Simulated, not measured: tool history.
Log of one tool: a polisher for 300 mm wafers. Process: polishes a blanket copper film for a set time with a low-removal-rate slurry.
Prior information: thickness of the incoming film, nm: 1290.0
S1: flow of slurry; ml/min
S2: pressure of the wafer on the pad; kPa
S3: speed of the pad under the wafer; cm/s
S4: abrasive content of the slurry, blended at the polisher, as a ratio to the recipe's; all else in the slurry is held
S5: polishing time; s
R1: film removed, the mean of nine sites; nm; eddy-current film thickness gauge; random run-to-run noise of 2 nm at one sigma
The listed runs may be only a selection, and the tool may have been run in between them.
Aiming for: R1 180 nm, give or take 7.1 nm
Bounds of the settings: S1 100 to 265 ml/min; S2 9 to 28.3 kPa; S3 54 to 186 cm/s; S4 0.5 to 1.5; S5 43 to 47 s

run  hour   S1    S2   S3   S4  S5      R1
  1     0  170  18.6  118    1  47  126.47
  2   4.6  170    20  118    1  47   140.1
  3   8.5  170    20  118  1.2  47  142.48
  4  15.3  170  20.7  118  1.2  47  150.92
  5    19  170  16.5  118  1.2  47  118.84
  6  20.5  170  17.9  118  1.2  47  130.05
  7  22.9  170  19.3  118  1.2  47  137.85
  8  25.4  170    20  118  1.2  47  144.43
  9    30  170  20.7  118  1.2  47  151.82
 10  34.3  170  20.7  118  1.2  47  148.38
 11  36.9  170  21.4  118  1.2  47  154.26
 12  40.7  170  22.1  118  1.2  47  159.77
 13  43.6  170  22.1  118  1.2  47  158.78
 14  48.1  170  22.8  118  1.2  47  165.14
 15  53.8  170  22.8  118  1.2  47  163.26
 16  61.8  170  23.4  118  1.2  47  172.14

Of the 4 settings listed for the next run, only one would bring every result within its allowed miss of target. Which one?
  A  69.8  245  20.7  124   1.2  47   ?
  B  69.8  195  23.4  128  1.05  47   ?
  C  69.8  125  19.3  136   1.3  47   ?
  D  69.8  130  20.7  142  0.95  47   ?

move      R1
   A  163.88
   B  181.31
   C  159.44
   D  166.11
A: moves away from the targets compared with the last run
B: every result within its allowed miss
C: moves away from the targets compared with the last run
D: moves away from the targets compared with the last run
Move B is the one to make.
